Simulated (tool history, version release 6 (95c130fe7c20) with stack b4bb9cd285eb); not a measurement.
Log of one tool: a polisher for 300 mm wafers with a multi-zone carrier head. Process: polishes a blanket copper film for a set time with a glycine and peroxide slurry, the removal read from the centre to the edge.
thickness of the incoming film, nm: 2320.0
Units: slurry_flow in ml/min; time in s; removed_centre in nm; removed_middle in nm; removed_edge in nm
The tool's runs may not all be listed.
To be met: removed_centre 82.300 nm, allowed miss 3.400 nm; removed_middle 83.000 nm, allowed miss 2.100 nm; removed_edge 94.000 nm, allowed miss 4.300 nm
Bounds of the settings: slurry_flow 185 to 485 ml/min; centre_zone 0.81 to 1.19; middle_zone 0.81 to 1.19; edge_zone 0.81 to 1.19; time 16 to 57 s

Run 1, hour 0.0: slurry_flow 310 ml/min, centre_zone 1.00, middle_zone 1.00, edge_zone 1.00, time 36 s. Result: removed_centre 131.950 nm, removed_middle 123.620 nm, removed_edge 128.610 nm.
Run 2, hour 5.8: slurry_flow 310 ml/min, centre_zone 1.00, middle_zone 0.97, edge_zone 1.00, time 36 s. Result: removed_centre 130.360 nm, removed_middle 121.870 nm, removed_edge 128.050 nm.
Run 3, hour 9.1: slurry_flow 260 ml/min, centre_zone 1.00, middle_zone 0.97, edge_zone 1.00, time 36 s. Result: removed_centre 127.840 nm, removed_middle 117.910 nm, removed_edge 122.680 nm.
Run 4, hour 14.0: slurry_flow 250 ml/min, centre_zone 0.96, middle_zone 0.94, edge_zone 1.00, time 34 s. Result: removed_centre 111.940 nm, removed_middle 108.030 nm, removed_edge 116.100 nm.
At hour 22.5: slurry nozzle cleaned.
Run 5, hour 22.5: slurry_flow 250 ml/min, centre_zone 0.96, middle_zone 0.94, edge_zone 1.00, time 27 s. Result: removed_centre 96.998 nm, removed_middle 92.750 nm, removed_edge 96.658 nm.
Run 6, hour 26.3: slurry_flow 300 ml/min, centre_zone 0.96, middle_zone 0.94, edge_zone 1.00, time 27 s. Result: removed_centre 99.099 nm, removed_middle 94.416 nm, removed_edge 96.922 nm.
Run 7, hour 34.1: slurry_flow 285 ml/min, centre_zone 0.94, middle_zone 0.92, edge_zone 1.01, time 27 s. Result: removed_centre 98.075 nm, removed_middle 93.857 nm, removed_edge 101.870 nm.
Run 8, hour 39.5: slurry_flow 265 ml/min, centre_zone 0.92, middle_zone 0.90, edge_zone 1.00, time 27 s. Result: removed_centre 93.969 nm, removed_middle 91.202 nm, removed_edge 97.649 nm.
Run 9, hour 45.2: slurry_flow 250 ml/min, centre_zone 0.90, middle_zone 0.88, edge_zone 1.00, time 27 s. Result: removed_centre 92.037 nm, removed_middle 89.344 nm, removed_edge 98.367 nm.
Run 10, hour 49.9: slurry_flow 240 ml/min, centre_zone 0.88, middle_zone 0.87, edge_zone 1.00, time 27 s. Result: removed_centre 90.313 nm, removed_middle 88.214 nm, removed_edge 96.729 nm.
Run 11, hour 54.8: slurry_flow 230 ml/min, centre_zone 0.86, middle_zone 0.86, edge_zone 1.00, time 27 s. Result: removed_centre 85.119 nm, removed_middle 85.864 nm, removed_edge 96.255 nm.

Which of these 4 next moves meets every target?
Run A, hour 59.7: slurry_flow 190 ml/min, centre_zone 0.81, middle_zone 0.81, edge_zone 1.12, time 28 s. Result: removed_centre ?, removed_middle ?, removed_edge ?.
Run B, hour 59.7: slurry_flow 240 ml/min, centre_zone 0.83, middle_zone 0.92, edge_zone 0.92, time 26 s. Result: removed_centre ?, removed_middle ?, removed_edge ?.
Run C, hour 59.7: slurry_flow 230 ml/min, centre_zone 0.82, middle_zone 0.88, edge_zone 0.95, time 27 s. Result: removed_centre ?, removed_middle ?, removed_edge ?.
Run D, hour 59.7: slurry_flow 190 ml/min, centre_zone 0.83, middle_zone 0.82, edge_zone 0.94, time 28 s. Result: removed_centre ?, removed_middle ?, removed_edge ?.

move  removed_centre  removed_middle  removed_edge
   A          79.502          83.018       102.260
   B          79.026          87.984        88.652
   C          80.492          87.851        93.067
   D          81.488          83.774        93.852
A: brings the result that was furthest off to its target, and leaves another outside
B: further off than the last run
C: further off than the last run
D: meets every target
The right move is D.
